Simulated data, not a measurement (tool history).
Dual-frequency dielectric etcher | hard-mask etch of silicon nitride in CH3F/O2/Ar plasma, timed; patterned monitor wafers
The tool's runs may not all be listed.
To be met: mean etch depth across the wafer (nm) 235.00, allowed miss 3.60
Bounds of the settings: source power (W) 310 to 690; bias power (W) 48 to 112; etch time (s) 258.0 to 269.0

| run | hour | source power (W) | bias power (W) | etch time (s) | mean etch depth across the wafer (nm) |
|---|---|---|---|---|---|
| 1 | 0.0 | 500 | 80 | 258.0 | 209.63 |
| 2 | 1.7 | 500 | 66 | 258.0 | 200.17 |
| 3 | 10.8 | 540 | 66 | 258.0 | 204.67 |
| 4 | 11.6 | 580 | 70 | 258.5 | 214.37 |
| 5 | 15.8 | 580 | 75 | 258.5 | 217.63 |
|  | 20.0 | bias power generator calibrated |
| 6 | 20.0 | 520 | 75 | 258.5 | 206.07 |
| 7 | 21.3 | 560 | 76 | 258.5 | 213.57 |
| 8 | 25.4 | 660 | 79 | 258.5 | 231.16 |

4 next moves are on the table. One of them brings every result within its allowed miss. Which?
| A | 29.5 | 670 | 75 | 267.0 | ? |
| B | 29.5 | 630 | 68 | 268.5 | ? |
| C | 29.5 | 680 | 63 | 266.5 | ? |
| D | 29.5 | 640 | 79 | 259.5 | ? |

| move | mean etch depth across the wafer (nm) |
|---|---|
| A | 235.73 |
| B | 226.07 |
| C | 226.89 |
| D | 228.16 |
A: meets every target
B: further off than the last run
C: further off than the last run
D: further off than the last run
Move A is the one to make.
